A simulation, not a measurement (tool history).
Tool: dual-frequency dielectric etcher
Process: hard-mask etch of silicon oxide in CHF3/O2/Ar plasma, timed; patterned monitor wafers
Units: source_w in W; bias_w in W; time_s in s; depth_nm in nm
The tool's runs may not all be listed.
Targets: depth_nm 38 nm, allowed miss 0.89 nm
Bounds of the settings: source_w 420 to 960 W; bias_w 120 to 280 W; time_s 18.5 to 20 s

run  hour  source_w  bias_w  time_s  depth_nm
  1     0       690     200      20    42.311
  2   7.3       640     200      20    40.765
  3  16.1       630     199      20    40.328
  4  21.8       630     182      20    39.351
  5  30.2       630     200      20    40.683
  6  37.9       620     199      20    40.609
  7  44.5       610     198      20    39.524
  8  47.4       600     198      20    39.178

4 next moves are on the table. One of them brings every result within its allowed miss. Which?
  A  50.3       610     213    19.5         ?
  B  50.3       550     245    19.5         ?
  C  50.3       570     192      20         ?
  D  50.3       550     240    19.5         ?

move  depth_nm
   A    40.196
   B    40.484
   C    38.501
   D    40.168
A: further off than the last run
B: further off than the last run
C: meets every target
D: further off than the last run
Move C is the one to make.

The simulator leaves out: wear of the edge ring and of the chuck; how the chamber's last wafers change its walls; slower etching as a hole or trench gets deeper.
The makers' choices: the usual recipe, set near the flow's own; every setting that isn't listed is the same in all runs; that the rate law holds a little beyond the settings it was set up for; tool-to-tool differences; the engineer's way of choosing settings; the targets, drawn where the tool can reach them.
